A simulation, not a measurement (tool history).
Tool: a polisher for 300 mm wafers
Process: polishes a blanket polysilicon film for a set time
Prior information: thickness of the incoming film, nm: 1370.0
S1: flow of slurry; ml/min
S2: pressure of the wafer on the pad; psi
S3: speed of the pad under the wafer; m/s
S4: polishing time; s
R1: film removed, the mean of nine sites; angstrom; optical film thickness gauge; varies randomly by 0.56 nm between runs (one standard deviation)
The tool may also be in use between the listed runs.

run	day	S1	S2	S3	S4	R1
1	0.000	135	1.7	0.90	25	1108.60
2	0.167	130	1.4	0.86	25	881.15
3	0.488	105	1.4	0.86	25	858.71
4	0.825	105	1.2	0.84	25	723.21
5	0.992	105	1.4	0.84	25	837.78
6	1.238	105	1.2	0.82	25	709.81
7	1.417	105	1.1	0.82	25	640.05

Run 8 comes next. What will it give?
8	1.733	105	1.0	0.82	25	?

R1: 585.67 angstrom
